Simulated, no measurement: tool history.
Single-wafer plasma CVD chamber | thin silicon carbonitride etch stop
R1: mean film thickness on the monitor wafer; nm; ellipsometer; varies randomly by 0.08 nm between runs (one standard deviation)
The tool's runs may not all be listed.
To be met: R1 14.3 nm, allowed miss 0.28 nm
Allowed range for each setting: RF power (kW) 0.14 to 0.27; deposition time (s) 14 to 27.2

Run 1, day 0: RF power (kW) 0.205, deposition time (s) 20.6. Result: R1 11.967 nm.
Run 2, day 0.029: RF power (kW) 0.21, deposition time (s) 21. Result: R1 12.241 nm.
Run 3, day 0.296: RF power (kW) 0.21, deposition time (s) 18.7. Result: R1 10.832 nm.
Run 4, day 0.35: RF power (kW) 0.215, deposition time (s) 19.4. Result: R1 11.449 nm.
Run 5, day 0.562: RF power (kW) 0.245, deposition time (s) 19.4. Result: R1 12.033 nm.
Run 6, day 0.75: RF power (kW) 0.245, deposition time (s) 17.7. Result: R1 10.921 nm.
Run 7, day 1: RF power (kW) 0.25, deposition time (s) 18.4. Result: R1 11.405 nm.
Run 8, day 1.162: RF power (kW) 0.255, deposition time (s) 19. Result: R1 11.879 nm.
Run 9, day 1.288: RF power (kW) 0.255, deposition time (s) 19.5. Result: R1 12.238 nm.
Run 10, day 1.533: RF power (kW) 0.255, deposition time (s) 19.5. Result: R1 12.215 nm.
Run 11, day 1.588: RF power (kW) 0.255, deposition time (s) 19.9. Result: R1 12.475 nm.

4 candidate next runs follow, results not yet known. Just one meets every target within its allowed miss. Identify it.
Run A, day 1.642: RF power (kW) 0.225, deposition time (s) 17.7. Result: R1 ?.
Run B, day 1.642: RF power (kW) 0.265, deposition time (s) 22.5. Result: R1 ?.
Run C, day 1.642: RF power (kW) 0.265, deposition time (s) 21.5. Result: R1 ?.
Run D, day 1.642: RF power (kW) 0.245, deposition time (s) 22.2. Result: R1 ?.

move      R1
   A  10.563
   B  14.235
   C  13.602
   D   13.66
A: moves away from the targets compared with the last run
B: all results in spec
C: closes in on the targets versus the last run, not all within tolerance yet
D: closes in on the targets versus the last run, not all within tolerance yet
Go with B: it meets all targets.
